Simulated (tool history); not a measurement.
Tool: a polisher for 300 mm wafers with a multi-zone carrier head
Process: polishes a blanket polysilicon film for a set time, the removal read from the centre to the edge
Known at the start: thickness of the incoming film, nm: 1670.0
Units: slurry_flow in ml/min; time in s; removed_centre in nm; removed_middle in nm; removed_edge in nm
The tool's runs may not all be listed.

| run | hour | slurry_flow | centre_zone | middle_zone | edge_zone | time | removed_centre | removed_middle | removed_edge |
|---|---|---|---|---|---|---|---|---|---|
| 1 | 0.0 | 215 | 1.00 | 1.00 | 1.00 | 63 | 700.41 | 706.82 | 682.74 |
| 2 | 1.9 | 215 | 1.00 | 0.92 | 1.00 | 63 | 706.27 | 647.20 | 682.82 |
| 3 | 9.3 | 250 | 1.00 | 0.92 | 1.00 | 63 | 719.57 | 666.92 | 698.23 |
| 4 | 15.9 | 255 | 1.00 | 0.95 | 1.02 | 66 | 771.84 | 719.41 | 749.25 |
| 5 | 21.2 | 260 | 1.00 | 0.99 | 1.05 | 67 | 765.90 | 752.94 | 767.10 |
| 6 | 26.0 | 260 | 1.00 | 0.99 | 1.05 | 74 | 864.16 | 836.05 | 822.31 |

The next listed run, before its measurement:
| 7 | 27.4 | 260 | 1.00 | 0.99 | 1.05 | 74 | ? | ? | ? |

{"run 7": {"removed_centre": 866.03, "removed_middle": 846.3, "removed_edge": 843.11}}
